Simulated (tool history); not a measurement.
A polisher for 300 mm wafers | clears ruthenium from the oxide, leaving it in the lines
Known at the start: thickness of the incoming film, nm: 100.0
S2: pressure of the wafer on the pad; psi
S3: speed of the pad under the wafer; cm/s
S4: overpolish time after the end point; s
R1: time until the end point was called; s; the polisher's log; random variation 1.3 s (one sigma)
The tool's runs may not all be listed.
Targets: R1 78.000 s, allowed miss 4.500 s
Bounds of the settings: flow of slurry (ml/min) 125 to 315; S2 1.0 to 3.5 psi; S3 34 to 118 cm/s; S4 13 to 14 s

{"run": 1, "hour": 0.0, "flow of slurry (ml/min)": 205, "S2": 2.2, "S3": 76, "S4": 13, "R1": 114.71}
{"run": 2, "hour": 6.4, "flow of slurry (ml/min)": 205, "S2": 2.4, "S3": 76, "S4": 13, "R1": 103.77}
{"run": 3, "hour": 15.3, "flow of slurry (ml/min)": 205, "S2": 2.4, "S3": 68, "S4": 13, "R1": 114.21}
{"run": 4, "hour": 17.3, "flow of slurry (ml/min)": 170, "S2": 2.4, "S3": 68, "S4": 13, "R1": 117.54}
{"run": 5, "hour": 20.9, "flow of slurry (ml/min)": 170, "S2": 2.6, "S3": 68, "S4": 13, "R1": 106.72}
{"run": 6, "hour": 21.9, "flow of slurry (ml/min)": 195, "S2": 2.6, "S3": 68, "S4": 13, "R1": 105.5}
{"run": 7, "hour": 27.5, "flow of slurry (ml/min)": 195, "S2": 2.8, "S3": 68, "S4": 13, "R1": 102.74}
{"run": 8, "hour": 30.2, "flow of slurry (ml/min)": 195, "S2": 3.0, "S3": 70, "S4": 13, "R1": 92.436}
{"run": 9, "hour": 38.5, "flow of slurry (ml/min)": 195, "S2": 3.1, "S3": 70, "S4": 13, "R1": 90.552}

4 next moves are on the table. One of them brings every result within its allowed miss. Which?
{"run": "A", "hour": 46.8, "flow of slurry (ml/min)": 145, "S2": 3.1, "S3": 94, "S4": 13, "R1": "?"}
{"run": "B", "hour": 46.8, "flow of slurry (ml/min)": 125, "S2": 2.8, "S3": 60, "S4": 13, "R1": "?"}
{"run": "C", "hour": 46.8, "flow of slurry (ml/min)": 175, "S2": 2.4, "S3": 76, "S4": 13, "R1": "?"}
{"run": "D", "hour": 46.8, "flow of slurry (ml/min)": 190, "S2": 3.1, "S3": 64, "S4": 13, "R1": "?"}

move=A R1=82.022
move=B R1=121.210
move=C R1=112.600
move=D R1=98.548
A: meets every target
B: further off than the last run
C: further off than the last run
D: further off than the last run
Answer: A
